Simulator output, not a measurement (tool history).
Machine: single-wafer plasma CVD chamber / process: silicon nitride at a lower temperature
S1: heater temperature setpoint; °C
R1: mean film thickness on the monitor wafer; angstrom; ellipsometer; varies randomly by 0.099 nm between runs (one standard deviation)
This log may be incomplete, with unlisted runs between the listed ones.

{"run": 1, "hour": 0.0, "S1": 365, "chamber pressure (Torr)": 2.02, "RF power (kW)": 0.29, "deposition time (s)": 10, "R1": 129.56}
{"run": 2, "hour": 8.5, "S1": 365, "chamber pressure (Torr)": 2.02, "RF power (kW)": 0.29, "deposition time (s)": 10, "R1": 129.32}
{"run": 3, "hour": 10.0, "S1": 365, "chamber pressure (Torr)": 2.13, "RF power (kW)": 0.305, "deposition time (s)": 10, "R1": 137.87}
{"run": 4, "hour": 17.0, "S1": 365, "chamber pressure (Torr)": 2.13, "RF power (kW)": 0.345, "deposition time (s)": 10, "R1": 153.75}
{"run": 5, "hour": 24.8, "S1": 365, "chamber pressure (Torr)": 2.13, "RF power (kW)": 0.345, "deposition time (s)": 10, "R1": 154.57}
{"run": 6, "hour": 26.0, "S1": 365, "chamber pressure (Torr)": 2.13, "RF power (kW)": 0.345, "deposition time (s)": 10, "R1": 153.99}
{"run": 7, "hour": 28.1, "S1": 365, "chamber pressure (Torr)": 2.2, "RF power (kW)": 0.345, "deposition time (s)": 10, "R1": 156}

For run 8, what comes out?
{"run": 8, "hour": 32.3, "S1": 365, "chamber pressure (Torr)": 2.25, "RF power (kW)": 0.345, "deposition time (s)": 10, "R1": "?"}

R1: 155.6 angstrom
